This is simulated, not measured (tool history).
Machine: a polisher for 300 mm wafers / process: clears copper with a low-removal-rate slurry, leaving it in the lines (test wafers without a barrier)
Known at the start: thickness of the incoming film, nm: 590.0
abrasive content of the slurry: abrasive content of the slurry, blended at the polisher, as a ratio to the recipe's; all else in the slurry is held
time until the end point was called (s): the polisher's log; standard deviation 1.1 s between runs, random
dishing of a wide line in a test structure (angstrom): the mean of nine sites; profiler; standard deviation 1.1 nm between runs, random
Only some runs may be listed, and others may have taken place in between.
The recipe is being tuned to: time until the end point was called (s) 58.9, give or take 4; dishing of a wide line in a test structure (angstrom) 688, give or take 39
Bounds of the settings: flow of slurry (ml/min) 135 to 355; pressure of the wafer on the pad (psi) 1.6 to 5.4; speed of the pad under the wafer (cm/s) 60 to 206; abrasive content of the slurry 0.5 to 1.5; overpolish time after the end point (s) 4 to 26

run  hour  flow of slurry (ml/min)  pressure of the wafer on the pad (psi)  speed of the pad under the wafer (cm/s)  abrasive content of the slurry  overpolish time after the end point (s)  time until the end point was called (s)  dishing of a wide line in a test structure (angstrom)
  1     0                      225                                     3.5                                      132                               1                                       13                                   128.16                                                 338.57
  2   1.6                      225                                     3.5                                      132                               1                                       17                                   128.07                                                 402.45
  3   2.9                      225                                     3.5                                      132                             0.8                                       17                                   128.39                                                 410.31
  4    12                      225                                     3.8                                      138                             0.8                                       17                                   112.54                                                 436.28
  5  13.3                      225                                     4.1                                      142                             0.8                                       17                                   104.58                                                 469.88
  6  19.7                      225                                     4.1                                      142                            0.65                                       17                                   107.91                                                    456
  7    26                      225                                     4.3                                      148                            0.65                                       17                                   102.65                                                 485.56
  8  34.1                      225                                     4.5                                      158                            0.65                                       17                                   88.904                                                 514.75
  9  39.4                      225                                     4.7                                      162                            0.65                                       17                                   83.296                                                 526.26
 10  44.6                      225                                     4.8                                      166                            0.65                                       17                                   79.798                                                 561.53
 11  51.8                      225                                     4.9                                      170                            0.65                                       17                                   73.728                                                 572.76
 12  59.5                      225                                       5                                      172                            0.65                                       17                                   75.203                                                 567.59
 13    65                      230                                     5.4                                      198                             0.7                                       17                                   61.161                                                 627.78

Next run, 4 choices. One meets every target within its allowed miss, the rest don't. Which?
  A  70.5                      210                                     5.4                                      206                             0.7                                       13                                        ?                                                      ?
  B  70.5                      275                                     5.4                                      198                            0.65                                       19                                        ?                                                      ?
  C  70.5                      255                                     4.9                                      190                            0.75                                       15                                        ?                                                      ?
  D  70.5                      170                                     5.3                                      178                            0.95                                       21                                        ?                                                      ?

move  time until the end point was called (s)  dishing of a wide line in a test structure (angstrom)
   A                                   58.509                                                 560.99
   B                                   59.164                                                  679.8
   C                                   66.787                                                 561.19
   D                                   67.164                                                 670.58
A: its largest miss is bigger than the last run's
B: in spec on every target
C: its largest miss is bigger than the last run's
D: brings the last run's worst result on target, with another outside its allowed miss
B meets every target.
